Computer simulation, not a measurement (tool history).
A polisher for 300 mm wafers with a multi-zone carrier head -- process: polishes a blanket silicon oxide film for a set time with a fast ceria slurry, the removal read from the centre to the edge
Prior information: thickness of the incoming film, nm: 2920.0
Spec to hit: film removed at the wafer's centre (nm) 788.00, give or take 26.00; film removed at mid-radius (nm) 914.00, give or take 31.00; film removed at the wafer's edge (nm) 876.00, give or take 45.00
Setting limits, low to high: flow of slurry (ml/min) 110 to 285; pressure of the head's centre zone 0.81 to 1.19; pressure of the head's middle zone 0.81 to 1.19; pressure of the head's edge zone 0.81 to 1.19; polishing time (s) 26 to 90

run  hour  flow of slurry (ml/min)  pressure of the head's centre zone  pressure of the head's middle zone  pressure of the head's edge zone  polishing time (s)  film removed at the wafer's centre (nm)  film removed at mid-radius (nm)  film removed at the wafer's edge (nm)
  1   0.0                      180                                1.00                                1.00                              1.00                  58                                  1059.80                          1058.00                                1043.50
  2   5.1                      175                                0.97                                0.99                              0.98                  57                                  1030.40                          1045.90                                1003.70
  3   9.5                      175                                0.91                                0.99                              0.98                  57                                   956.85                          1060.50                                1028.90
  4  12.4                      170                                0.90                                0.98                              0.97                  56                                   935.32                          1016.00                                1007.80
  5  16.0                      170                                0.90                                1.04                              0.97                  56                                   925.50                          1047.10                                 995.48
  6  24.9                      170                                0.90                                1.04                              0.97                  62                                  1012.70                          1149.60                                1132.50
  7  29.5                      165                                0.89                                1.03                              0.96                  60                                   985.39                          1097.30                                1069.70
  8  36.7                      160                                0.88                                1.03                              0.96                  58                                   911.29                          1060.40                                1051.70
  9  44.8                      160                                0.88                                1.03                              0.95                  56                                   897.72                          1037.00                                1011.60
 10  53.7                      160                                0.88                                1.03                              0.95                  56                                   901.64                          1051.20                                 995.08
 11  60.1                      160                                0.87                                1.02                              0.95                  55                                   873.20                          1007.30                                 989.44
 12  67.6                      160                                0.87                                1.02                              0.94                  54                                   849.18                           993.86                                 967.11
 13  69.6                      160                                0.87                                1.02                              0.93                  53                                   842.11                           954.09                                 925.94
 14  73.9                      160                                0.86                                1.03                              0.92                  53                                   834.41                           972.60                                 902.61
 15  79.5                      155                                0.86                                1.02                              0.91                  53                                   828.73                           964.78                                 931.27

Exercise: of the 5 proposed moves below, exactly one satisfies all targets within the stated allowed misses. Which move is it?
  A  85.1                      120                                0.81                                1.16                              0.86                  57                                        ?                                ?                                      ?
  B  85.1                      220                                0.91                                1.03                              0.97                  50                                        ?                                ?                                      ?
  C  85.1                      185                                0.90                                1.10                              0.86                  49                                        ?                                ?                                      ?
  D  85.1                      110                                0.83                                0.87                              1.03                  58                                        ?                                ?                                      ?
  E  85.1                      185                                0.85                                0.99                              0.90                  50                                        ?                                ?                                      ?

move  film removed at the wafer's centre (nm)  film removed at mid-radius (nm)  film removed at the wafer's edge (nm)
   A                                   781.26                          1068.50                                 943.32
   B                                   885.50                           977.75                                 947.93
   C                                   833.12                           975.09                                 869.53
   D                                   789.18                           876.11                                1013.30
   E                                   802.01                           927.71                                 903.31
A: its largest miss is bigger than the last run's
B: its largest miss is bigger than the last run's
C: its largest miss is bigger than the last run's
D: moves the result that the last run missed by most past its target, out the other side
E: each result inside its tolerance
Answer: E

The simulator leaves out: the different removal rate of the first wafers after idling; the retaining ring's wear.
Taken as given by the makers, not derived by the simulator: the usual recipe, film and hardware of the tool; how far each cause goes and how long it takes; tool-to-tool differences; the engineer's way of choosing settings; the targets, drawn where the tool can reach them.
